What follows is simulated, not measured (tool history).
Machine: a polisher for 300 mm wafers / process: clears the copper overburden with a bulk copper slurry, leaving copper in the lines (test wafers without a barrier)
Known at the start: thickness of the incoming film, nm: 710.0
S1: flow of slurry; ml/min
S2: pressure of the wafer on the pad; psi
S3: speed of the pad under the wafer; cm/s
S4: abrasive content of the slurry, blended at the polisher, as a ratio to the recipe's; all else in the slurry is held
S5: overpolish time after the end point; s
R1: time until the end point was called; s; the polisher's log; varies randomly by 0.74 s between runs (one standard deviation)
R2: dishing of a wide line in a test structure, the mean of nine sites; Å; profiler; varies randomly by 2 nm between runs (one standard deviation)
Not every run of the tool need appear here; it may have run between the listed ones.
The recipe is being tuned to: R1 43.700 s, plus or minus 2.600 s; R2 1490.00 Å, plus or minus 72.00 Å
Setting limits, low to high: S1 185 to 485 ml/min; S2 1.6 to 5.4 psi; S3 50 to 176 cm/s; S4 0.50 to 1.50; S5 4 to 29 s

run	hour	S1	S2	S3	S4	S5	R1	R2
1	0.0	310	3.5	112	1.00	15	60.860	955.61
2	3.6	245	3.5	112	1.00	15	65.467	927.28
3	10.4	245	3.1	112	1.00	15	72.444	863.98
4	15.4	245	3.4	112	1.00	16	65.608	969.38
5	21.7	245	3.6	112	1.00	17	63.343	1027.20
6	28.2	245	3.6	112	1.00	20	62.967	1168.90
7	33.6	255	3.8	112	1.00	20	58.127	1226.60
8	37.7	265	3.9	112	1.00	20	56.430	1242.50
9	45.8	275	4.0	112	1.00	20	56.320	1266.80

5 candidate next runs follow, results not yet known. Just one meets every target within its allowed miss. Identify it.
A	53.9	320	4.9	120	0.95	16	?	?
B	53.9	260	4.8	152	1.05	14	?	?
C	53.9	285	5.1	146	1.00	16	?	?
D	53.9	260	3.7	110	1.05	16	?	?
E	53.9	300	4.6	126	1.00	20	?	?

move	R1	R2
A	44.280	1305.00
B	37.661	1325.50
C	36.779	1471.20
D	60.933	1017.50
E	45.028	1467.00
A: the furthest-off result lands on target, but another misses its tolerance
B: takes the biggest miss from the last run beyond its target
C: takes the biggest miss from the last run beyond its target
D: the biggest miss grows against the last run
E: each result inside its tolerance
E meets every target.
